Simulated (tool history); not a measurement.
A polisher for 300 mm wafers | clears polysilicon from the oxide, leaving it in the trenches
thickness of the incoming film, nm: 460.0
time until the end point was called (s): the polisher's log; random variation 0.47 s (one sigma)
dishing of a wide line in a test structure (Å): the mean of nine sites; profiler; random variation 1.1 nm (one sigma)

run,day,flow of slurry (ml/min),pressure of the wafer on the pad (kPa),speed of the pad under the wafer (m/s),overpolish time after the end point (s),time until the end point was called (s),dishing of a wide line in a test structure (Å)
1,0.000,250,13.8,1.18,13,35.629,436.87
2,0.042,250,13.8,1.18,8,34.342,408.38
3,0.154,310,13.8,1.18,8,34.222,399.36
4,0.458,310,11.7,1.18,8,39.737,402.85
5,0.750,310,9.0,1.18,8,48.365,356.62
6,0.992,310,10.3,1.20,8,42.901,380.39
7,1.158,310,11.7,1.22,8,39.432,395.28
8,1.412,310,13.1,1.24,8,34.387,410.97
9,1.650,310,13.8,1.26,8,32.518,435.73
10,1.767,310,13.8,1.26,8,32.115,432.43

For run 11, what comes out?
11,1.988,310,14.5,1.26,7,?,?

Run 11 gave time until the end point was called (s) 31.014, dishing of a wide line in a test structure (Å) 392.59.

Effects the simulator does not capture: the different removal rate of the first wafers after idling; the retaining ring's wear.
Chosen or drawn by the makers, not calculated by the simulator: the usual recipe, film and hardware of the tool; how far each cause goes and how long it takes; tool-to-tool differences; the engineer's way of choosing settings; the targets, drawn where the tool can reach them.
